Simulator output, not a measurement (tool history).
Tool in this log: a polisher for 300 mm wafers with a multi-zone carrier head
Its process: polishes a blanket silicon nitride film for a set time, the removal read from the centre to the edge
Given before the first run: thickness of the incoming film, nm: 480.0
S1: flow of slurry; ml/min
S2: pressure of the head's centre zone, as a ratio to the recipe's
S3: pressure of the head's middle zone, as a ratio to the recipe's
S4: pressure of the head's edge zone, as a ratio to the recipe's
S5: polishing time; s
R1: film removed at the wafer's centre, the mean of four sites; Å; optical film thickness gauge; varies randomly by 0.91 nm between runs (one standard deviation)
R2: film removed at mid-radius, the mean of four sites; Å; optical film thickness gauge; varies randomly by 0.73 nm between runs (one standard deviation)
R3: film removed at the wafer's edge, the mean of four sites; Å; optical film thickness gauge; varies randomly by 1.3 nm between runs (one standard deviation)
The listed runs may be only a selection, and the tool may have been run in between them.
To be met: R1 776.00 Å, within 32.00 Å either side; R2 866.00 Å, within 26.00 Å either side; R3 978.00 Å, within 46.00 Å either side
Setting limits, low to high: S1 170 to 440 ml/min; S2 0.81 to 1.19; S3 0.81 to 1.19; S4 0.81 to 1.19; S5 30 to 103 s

run,hour,S1,S2,S3,S4,S5,R1,R2,R3
1,0.0,280,1.00,1.00,1.00,66,1757.50,1799.10,1773.80
2,1.9,280,0.94,1.00,1.00,66,1658.10,1778.50,1795.70
3,9.6,245,0.90,0.96,0.97,54,1271.90,1383.00,1477.60
4,12.4,230,0.88,0.94,0.94,46,1055.00,1152.90,1177.90
5,16.7,290,0.88,0.94,0.94,46,1067.60,1181.10,1242.30
6,21.8,300,0.86,0.91,0.93,42,973.37,1036.20,1093.50
7,28.7,220,0.81,0.90,1.03,31,655.39,736.41,825.95
8,31.9,220,0.81,0.90,1.03,31,652.96,743.11,827.69
9,40.2,250,0.83,0.92,1.05,32,681.92,781.51,872.26
10,47.5,270,0.85,0.93,1.06,33,739.85,835.30,913.60

Which of these 4 next moves meets every target?
A,54.8,265,0.86,1.05,1.02,32,?,?,?
B,54.8,260,0.89,0.96,1.05,30,?,?,?
C,54.8,275,0.88,1.05,0.97,31,?,?,?
D,54.8,170,0.88,0.95,1.10,36,?,?,?

move,R1,R2,R3
A,726.78,890.80,868.60
B,703.07,772.27,825.51
C,724.12,866.75,824.06
D,771.87,856.99,963.45
A: the biggest miss grows against the last run
B: the biggest miss grows against the last run
C: the biggest miss grows against the last run
D: every result lands within tolerance
Correct choice: D, which meets every target
